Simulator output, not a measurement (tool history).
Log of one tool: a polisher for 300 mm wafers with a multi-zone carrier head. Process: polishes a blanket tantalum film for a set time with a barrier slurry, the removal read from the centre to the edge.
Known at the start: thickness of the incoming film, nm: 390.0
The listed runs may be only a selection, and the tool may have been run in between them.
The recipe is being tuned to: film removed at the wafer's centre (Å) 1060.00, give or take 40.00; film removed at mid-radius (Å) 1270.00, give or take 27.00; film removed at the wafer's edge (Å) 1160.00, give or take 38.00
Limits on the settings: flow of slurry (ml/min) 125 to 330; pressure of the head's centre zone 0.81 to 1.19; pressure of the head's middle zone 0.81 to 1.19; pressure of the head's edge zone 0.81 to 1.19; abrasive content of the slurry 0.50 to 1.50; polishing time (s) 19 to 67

run    day  flow of slurry (ml/min)  pressure of the head's centre zone  pressure of the head's middle zone  pressure of the head's edge zone  abrasive content of the slurry  polishing time (s)  film removed at the wafer's centre (Å)  film removed at mid-radius (Å)  film removed at the wafer's edge (Å)
  1  0.000                      210                                1.00                                1.00                              1.00                            1.00                  43                                  980.09                          878.17                                894.78
  2  0.104                      220                                0.98                                1.03                              1.03                            1.10                  43                                  985.99                          925.89                                916.07
  3  0.279                      220                                0.98                                1.03                              1.03                            1.10                  37                                  850.66                          790.04                                797.57
  4  0.421                      220                                0.98                                1.03                              1.03                            1.10                  28                                  651.72                          596.68                                601.82
  5  0.725                      220                                0.98                                1.03                              1.03                            0.95                  28                                  623.41                          574.40                                576.23
  6  0.833                      225                                0.96                                1.06                              1.05                            1.05                  31                                  690.73                          673.88                                659.42
  7  0.967                      230                                0.95                                1.08                              1.07                            1.15                  33                                  756.52                          749.90                                733.37
     1.054  -- centre zone pressure recalibrated
  8  1.054                      240                                0.93                                1.10                              1.08                            1.20                  35                                  739.88                          823.69                                814.87
  9  1.288                      250                                0.94                                1.12                              1.07                            1.25                  36                                  773.75                          867.30                                835.86
 10  1.646                      250                                0.95                                1.13                              1.07                            1.30                  38                                  819.41                          924.11                                881.67
 11  2.000                      250                                0.96                                1.14                              1.07                            1.35                  40                                  889.35                          987.17                                941.52
 12  2.071                      255                                0.96                                1.15                              1.07                            1.40                  41                                  932.22                         1044.70                                984.31
 13  2.133                      260                                0.96                                1.16                              1.07                            1.40                  42                                  950.61                         1070.70                                990.00
 14  2.233                      290                                0.92                                1.19                              1.13                            1.50                  48                                 1085.10                         1285.20                               1195.00

Which of these 5 next moves meets every target?
  A  2.333                      235                                0.83                                1.19                              1.05                            1.50                  50                                       ?                               ?                                     ?
  B  2.333                      280                                0.92                                1.18                              1.07                            1.40                  49                                       ?                               ?                                     ?
  C  2.333                      315                                0.88                                1.19                              1.15                            1.50                  50                                       ?                               ?                                     ?
  D  2.333                      305                                0.90                                1.06                              1.15                            1.50                  51                                       ?                               ?                                     ?
  E  2.333                      330                                0.93                                1.12                              1.10                            1.45                  51                                       ?                               ?                                     ?

move  film removed at the wafer's centre (Å)  film removed at mid-radius (Å)  film removed at the wafer's edge (Å)
   A                                  980.46                         1307.80                               1168.30
   B                                 1071.80                         1277.10                               1153.80
   C                                 1075.50                         1347.60                               1247.80
   D                                 1117.60                         1253.70                               1271.80
   E                                 1155.90                         1306.90                               1241.80
A: meets the target for the result that was furthest off, but another lies outside its allowed miss
B: meets every target
C: moves away from the targets compared with the last run
D: moves away from the targets compared with the last run
E: moves away from the targets compared with the last run
B meets every target.

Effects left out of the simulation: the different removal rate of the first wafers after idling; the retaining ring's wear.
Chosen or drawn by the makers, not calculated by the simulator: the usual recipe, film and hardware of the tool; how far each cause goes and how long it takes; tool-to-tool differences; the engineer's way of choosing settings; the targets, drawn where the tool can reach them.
